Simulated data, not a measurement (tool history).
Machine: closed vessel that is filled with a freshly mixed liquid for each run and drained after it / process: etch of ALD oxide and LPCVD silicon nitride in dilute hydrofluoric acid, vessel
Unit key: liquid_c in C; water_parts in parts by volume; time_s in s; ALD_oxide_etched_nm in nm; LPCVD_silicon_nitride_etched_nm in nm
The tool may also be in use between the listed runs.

run,hour,liquid_c,water_parts,time_s,ALD_oxide_etched_nm,LPCVD_silicon_nitride_etched_nm
1,0,26,140,75,14.12,0.33194
2,6.4,25,145,75,12.909,0.26713
3,10.2,25,145,100,17.331,0.3923
4,12.8,25,125,100,20.492,0.49682
5,15.6,22,125,100,18.184,0.34505
6,16.7,22,125,125,22.78,0.45636
7,24.4,21.5,140,125,19.504,0.39566
8,31.8,21,150,125,17.827,0.354
# hour 39.8: hydrofluoric acid flow meter replaced
9,39.8,20.5,160,125,14.149,0.31182

What does the tool deliver on the next run?
10,43.2,20,165,125,?,?

ALD_oxide_etched_nm: 13.375 nm
LPCVD_silicon_nitride_etched_nm: 0.23449 nm
